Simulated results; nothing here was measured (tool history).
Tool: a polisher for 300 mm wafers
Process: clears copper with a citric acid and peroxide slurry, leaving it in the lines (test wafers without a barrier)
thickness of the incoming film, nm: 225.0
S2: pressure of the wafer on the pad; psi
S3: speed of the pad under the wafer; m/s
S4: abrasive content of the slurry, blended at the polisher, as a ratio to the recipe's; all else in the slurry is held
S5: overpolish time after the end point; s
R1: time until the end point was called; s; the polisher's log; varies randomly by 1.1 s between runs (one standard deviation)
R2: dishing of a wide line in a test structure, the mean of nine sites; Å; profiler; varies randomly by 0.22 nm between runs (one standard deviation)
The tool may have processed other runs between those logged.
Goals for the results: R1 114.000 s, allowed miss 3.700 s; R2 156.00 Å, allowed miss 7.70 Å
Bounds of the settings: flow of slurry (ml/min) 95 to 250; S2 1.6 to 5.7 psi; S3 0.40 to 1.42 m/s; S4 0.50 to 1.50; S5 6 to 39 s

Run 1, hour 0.0: flow of slurry (ml/min) 160, S2 3.6 psi, S3 0.90 m/s, S4 1.00, S5 20 s. Result: R1 93.096 s, R2 330.67 Å.
Run 2, hour 3.0: flow of slurry (ml/min) 170, S2 3.4 psi, S3 0.90 m/s, S4 1.00, S5 17 s. Result: R1 96.153 s, R2 274.70 Å.
Run 3, hour 10.6: flow of slurry (ml/min) 170, S2 3.2 psi, S3 0.90 m/s, S4 1.00, S5 15 s. Result: R1 100.570 s, R2 245.19 Å.
Run 4, hour 15.7: flow of slurry (ml/min) 170, S2 3.2 psi, S3 1.00 m/s, S4 1.00, S5 15 s. Result: R1 92.927 s, R2 251.43 Å.
Run 5, hour 18.2: flow of slurry (ml/min) 165, S2 3.0 psi, S3 1.00 m/s, S4 1.00, S5 13 s. Result: R1 97.856 s, R2 211.75 Å.
Run 6, hour 26.7: flow of slurry (ml/min) 190, S2 3.0 psi, S3 1.00 m/s, S4 1.00, S5 13 s. Result: R1 96.352 s, R2 218.50 Å.
Run 7, hour 28.3: flow of slurry (ml/min) 190, S2 2.8 psi, S3 1.00 m/s, S4 1.00, S5 12 s. Result: R1 100.760 s, R2 194.64 Å.
Run 8, hour 29.6: flow of slurry (ml/min) 185, S2 2.7 psi, S3 1.00 m/s, S4 1.00, S5 12 s. Result: R1 103.880 s, R2 182.96 Å.
Run 9, hour 31.2: flow of slurry (ml/min) 180, S2 2.6 psi, S3 1.00 m/s, S4 1.00, S5 12 s. Result: R1 106.520 s, R2 180.31 Å.
Run 10, hour 34.2: flow of slurry (ml/min) 175, S2 2.5 psi, S3 1.00 m/s, S4 1.00, S5 12 s. Result: R1 110.710 s, R2 174.43 Å.

Pick the move, out of 5, that brings all results within their allowed miss; only one does.
Run A, hour 37.2: flow of slurry (ml/min) 170, S2 2.6 psi, S3 1.08 m/s, S4 0.85, S5 13 s. Result: R1 ?, R2 ?.
Run B, hour 37.2: flow of slurry (ml/min) 170, S2 2.4 psi, S3 0.92 m/s, S4 1.00, S5 12 s. Result: R1 ?, R2 ?.
Run C, hour 37.2: flow of slurry (ml/min) 180, S2 2.4 psi, S3 0.92 m/s, S4 0.95, S5 12 s. Result: R1 ?, R2 ?.
Run D, hour 37.2: flow of slurry (ml/min) 170, S2 1.7 psi, S3 1.38 m/s, S4 0.95, S5 11 s. Result: R1 ?, R2 ?.
Run E, hour 37.2: flow of slurry (ml/min) 170, S2 2.2 psi, S3 0.98 m/s, S4 1.05, S5 12 s. Result: R1 ?, R2 ?.

move       R1      R2
   A  106.700  199.53
   B  123.050  161.51
   C  123.280  161.22
   D  116.070  156.18
   E  123.740  160.41
A: moves away from the targets compared with the last run
B: brings the result that was furthest off to its target, and leaves another outside
C: brings the result that was furthest off to its target, and leaves another outside
D: hits every target within its allowed miss
E: brings the result that was furthest off to its target, and leaves another outside
The move that meets every target is D.

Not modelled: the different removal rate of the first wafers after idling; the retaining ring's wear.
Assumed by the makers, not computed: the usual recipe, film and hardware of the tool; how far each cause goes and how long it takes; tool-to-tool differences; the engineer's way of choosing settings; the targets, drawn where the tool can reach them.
